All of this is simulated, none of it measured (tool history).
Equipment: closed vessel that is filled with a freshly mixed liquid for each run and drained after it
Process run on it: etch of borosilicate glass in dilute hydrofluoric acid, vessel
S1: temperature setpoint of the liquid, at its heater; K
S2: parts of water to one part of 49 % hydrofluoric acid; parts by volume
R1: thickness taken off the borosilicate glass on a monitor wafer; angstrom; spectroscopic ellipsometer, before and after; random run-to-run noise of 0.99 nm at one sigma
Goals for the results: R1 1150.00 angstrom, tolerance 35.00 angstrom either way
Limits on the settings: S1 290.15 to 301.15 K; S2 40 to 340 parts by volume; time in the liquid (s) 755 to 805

Run 1, day 0.000: S1 293.15 K, S2 190 parts by volume, time in the liquid (s) 755. Result: R1 755.58 angstrom.
Run 2, day 0.321: S1 295.15 K, S2 185 parts by volume, time in the liquid (s) 755. Result: R1 838.06 angstrom.
Run 3, day 0.604: S1 296.65 K, S2 180 parts by volume, time in the liquid (s) 755. Result: R1 926.67 angstrom.
Run 4, day 0.767: S1 296.65 K, S2 235 parts by volume, time in the liquid (s) 755. Result: R1 668.11 angstrom.
Run 5, day 1.096: S1 299.65 K, S2 235 parts by volume, time in the liquid (s) 755. Result: R1 744.66 angstrom.
Run 6, day 1.300: S1 297.65 K, S2 235 parts by volume, time in the liquid (s) 755. Result: R1 708.66 angstrom.
Run 7, day 1.642: S1 298.65 K, S2 220 parts by volume, time in the liquid (s) 755. Result: R1 781.22 angstrom.
Run 8, day 2.004: S1 299.15 K, S2 205 parts by volume, time in the liquid (s) 755. Result: R1 865.71 angstrom.
At day 2.058: thermometer replaced.
Run 9, day 2.058: S1 301.15 K, S2 160 parts by volume, time in the liquid (s) 755. Result: R1 1206.40 angstrom.

Consider the 5 candidate settings below. Which is the only one whose results all fall within their allowed miss of target?
Run A, day 2.112: S1 301.15 K, S2 155 parts by volume, time in the liquid (s) 790. Result: R1 ?.
Run B, day 2.112: S1 301.15 K, S2 160 parts by volume, time in the liquid (s) 775. Result: R1 ?.
Run C, day 2.112: S1 300.65 K, S2 155 parts by volume, time in the liquid (s) 755. Result: R1 ?.
Run D, day 2.112: S1 300.65 K, S2 150 parts by volume, time in the liquid (s) 755. Result: R1 ?.
Run E, day 2.112: S1 300.65 K, S2 165 parts by volume, time in the liquid (s) 755. Result: R1 ?.

move       R1
   A  1315.00
   B  1242.00
   C  1233.90
   D  1282.90
   E  1145.00
A: moves away from the targets compared with the last run
B: moves away from the targets compared with the last run
C: moves away from the targets compared with the last run
D: moves away from the targets compared with the last run
E: each result inside its tolerance
E is the move that brings every result within its allowed miss.
